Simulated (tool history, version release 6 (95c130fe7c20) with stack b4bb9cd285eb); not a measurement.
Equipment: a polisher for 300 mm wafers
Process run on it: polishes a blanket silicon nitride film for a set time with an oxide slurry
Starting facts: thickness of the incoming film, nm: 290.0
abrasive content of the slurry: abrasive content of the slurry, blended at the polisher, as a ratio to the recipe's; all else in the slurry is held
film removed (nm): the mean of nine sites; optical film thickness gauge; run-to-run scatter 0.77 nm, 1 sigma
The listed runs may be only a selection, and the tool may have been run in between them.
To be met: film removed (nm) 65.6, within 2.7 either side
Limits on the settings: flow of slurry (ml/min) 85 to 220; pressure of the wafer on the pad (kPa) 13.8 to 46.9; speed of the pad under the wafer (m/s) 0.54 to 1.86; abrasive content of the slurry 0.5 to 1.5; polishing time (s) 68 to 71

run	hour	flow of slurry (ml/min)	pressure of the wafer on the pad (kPa)	speed of the pad under the wafer (m/s)	abrasive content of the slurry	polishing time (s)	film removed (nm)
1	0	140	30.3	1.18	1	68	50.317
2	8.3	125	30.3	1.18	1	68	50.285
3	13.1	125	34.5	1.18	1	68	54.128
4	17.4	155	34.5	1.18	1	68	55.383
5	21.8	155	35.2	1.18	1	68	55.934
6	30.3	155	35.9	1.18	1	68	58.03
7	32.2	155	36.5	1.18	1	68	59.399
8	34.6	155	37.2	1.18	1	68	58.369
9	42.9	155	37.9	1.18	1	68	60.855

Exactly one of the 4 candidate moves below puts every result within its allowed miss. Which one?
A	51.2	115	32.4	1.7	0.7	71	?
B	51.2	155	42.1	1.04	0.9	71	?
C	51.2	165	37.2	1.08	1.1	71	?
D	51.2	175	36.5	1.24	0.9	70	?

move	film removed (nm)
A	65.397
B	61.013
C	60.585
D	62.388
A: every result within its allowed miss
B: no better and no worse than the last run
C: the biggest miss grows against the last run
D: gains on the last run, yet a result remains outside its allowed miss
A is the move that brings every result within its allowed miss.
